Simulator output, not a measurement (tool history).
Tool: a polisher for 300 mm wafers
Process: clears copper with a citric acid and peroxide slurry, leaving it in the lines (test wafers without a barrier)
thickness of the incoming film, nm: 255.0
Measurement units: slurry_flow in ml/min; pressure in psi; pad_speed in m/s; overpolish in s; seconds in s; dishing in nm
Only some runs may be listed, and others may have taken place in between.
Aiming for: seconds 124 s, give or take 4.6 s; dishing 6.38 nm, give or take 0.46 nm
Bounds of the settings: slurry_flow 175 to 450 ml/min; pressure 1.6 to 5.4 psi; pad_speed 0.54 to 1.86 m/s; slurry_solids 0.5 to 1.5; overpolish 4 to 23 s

run 1 hour=0 | slurry_flow=290 pressure=3.5 pad_speed=1.18 slurry_solids=1 overpolish=12 | seconds=95.743 dishing=24.081
run 2 hour=1.9 | slurry_flow=290 pressure=3.1 pad_speed=1.2 slurry_solids=1 overpolish=10 | seconds=102.5 dishing=18.43
run 3 hour=8 | slurry_flow=285 pressure=2.7 pad_speed=1.24 slurry_solids=0.95 overpolish=8 | seconds=110.77 dishing=13.981
run 4 hour=8.7 | slurry_flow=230 pressure=2.7 pad_speed=1.24 slurry_solids=0.95 overpolish=8 | seconds=113.44 dishing=13.672
run 5 hour=11.3 | slurry_flow=215 pressure=2.4 pad_speed=1.32 slurry_solids=0.85 overpolish=7 | seconds=121.22 dishing=11.334
run 6 hour=19.6 | slurry_flow=205 pressure=2.2 pad_speed=1.42 slurry_solids=0.75 overpolish=6 | seconds=122.29 dishing=9.203
run 7 hour=25.7 | slurry_flow=200 pressure=2.1 pad_speed=1.46 slurry_solids=0.7 overpolish=5 | seconds=127.16 dishing=7.6976
run 8 hour=33.7 | slurry_flow=200 pressure=2.1 pad_speed=1.48 slurry_solids=0.65 overpolish=5 | seconds=124.11 dishing=7.7591
run 9 hour=37.1 | slurry_flow=195 pressure=2.1 pad_speed=1.5 slurry_solids=0.6 overpolish=5 | seconds=125.64 dishing=7.7037
run 10 hour=40.1 | slurry_flow=190 pressure=2 pad_speed=1.56 slurry_solids=0.55 overpolish=5 | seconds=125.83 dishing=7.9071
run 11 hour=42.9 | slurry_flow=185 pressure=1.9 pad_speed=1.6 slurry_solids=0.55 overpolish=5 | seconds=128.52 dishing=7.5992
run 12 hour=49.5 | slurry_flow=180 pressure=1.9 pad_speed=1.62 slurry_solids=0.55 overpolish=5 | seconds=128.86 dishing=7.8189
run 13 hour=56.9 | slurry_flow=230 pressure=1.9 pad_speed=1.58 slurry_solids=0.55 overpolish=5 | seconds=128.69 dishing=7.7268
run 14 hour=60.1 | slurry_flow=215 pressure=1.9 pad_speed=1.58 slurry_solids=0.55 overpolish=5 | seconds=127.68 dishing=7.7955
run 15 hour=67.8 | slurry_flow=205 pressure=2 pad_speed=1.56 slurry_solids=0.55 overpolish=5 | seconds=125.12 dishing=7.9126
run 16 hour=76.8 | slurry_flow=195 pressure=2 pad_speed=1.56 slurry_solids=0.55 overpolish=5 | seconds=126.09 dishing=7.8876

4 next moves are on the table. One of them brings every result within its allowed miss. Which?
run A hour=85.8 | slurry_flow=185 pressure=2 pad_speed=1.56 slurry_solids=0.7 overpolish=4 | seconds=? dishing=?
run B hour=85.8 | slurry_flow=195 pressure=1.6 pad_speed=1.62 slurry_solids=0.65 overpolish=5 | seconds=? dishing=?
run C hour=85.8 | slurry_flow=175 pressure=2.2 pad_speed=1.58 slurry_solids=0.5 overpolish=6 | seconds=? dishing=?
run D hour=85.8 | slurry_flow=295 pressure=1.7 pad_speed=1.5 slurry_solids=0.7 overpolish=5 | seconds=? dishing=?

move=A seconds=124.34 dishing=6.5598
move=B seconds=138.48 dishing=7.33
move=C seconds=120.55 dishing=10.03
move=D seconds=133.78 dishing=7.5838
A: every result lands within tolerance
B: neither nearer nor further off than the last run
C: misses by more than the last run did
D: nearer than the last run, and not there yet
So the answer is move A, the one that meets all the targets.

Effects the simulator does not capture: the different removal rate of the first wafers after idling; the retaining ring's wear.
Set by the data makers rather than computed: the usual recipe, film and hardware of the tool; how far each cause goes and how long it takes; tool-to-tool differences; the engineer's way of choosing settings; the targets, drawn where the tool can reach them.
